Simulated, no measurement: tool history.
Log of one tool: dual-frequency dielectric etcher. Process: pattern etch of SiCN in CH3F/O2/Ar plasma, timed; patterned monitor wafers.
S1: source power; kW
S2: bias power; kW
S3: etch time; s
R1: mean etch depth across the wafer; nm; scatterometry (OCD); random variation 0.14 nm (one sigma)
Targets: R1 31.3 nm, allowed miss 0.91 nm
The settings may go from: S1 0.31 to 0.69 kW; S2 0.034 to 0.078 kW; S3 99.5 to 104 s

run	hour	S1	S2	S3	R1
1	0	0.5	0.056	99.5	36.107
2	3.8	0.5	0.047	99.5	34.209
3	11.5	0.5	0.047	104	35.963
4	13.5	0.47	0.046	104	35.035
5	17.5	0.45	0.045	104	34.247
6	22	0.43	0.044	104	33.756
7	24.2	0.41	0.043	104	33.179
8	28.3	0.4	0.042	104	32.55

Which of these 4 next moves meets every target?
A	32.4	0.46	0.037	100	?
B	32.4	0.45	0.047	100.5	?
C	32.4	0.51	0.039	100.5	?
D	32.4	0.42	0.052	99.5	?

move	R1
A	31.63
B	33.583
C	33.231
D	33.508
A: meets every target
B: further off than the last run
C: further off than the last run
D: further off than the last run
Move A is the one to make.

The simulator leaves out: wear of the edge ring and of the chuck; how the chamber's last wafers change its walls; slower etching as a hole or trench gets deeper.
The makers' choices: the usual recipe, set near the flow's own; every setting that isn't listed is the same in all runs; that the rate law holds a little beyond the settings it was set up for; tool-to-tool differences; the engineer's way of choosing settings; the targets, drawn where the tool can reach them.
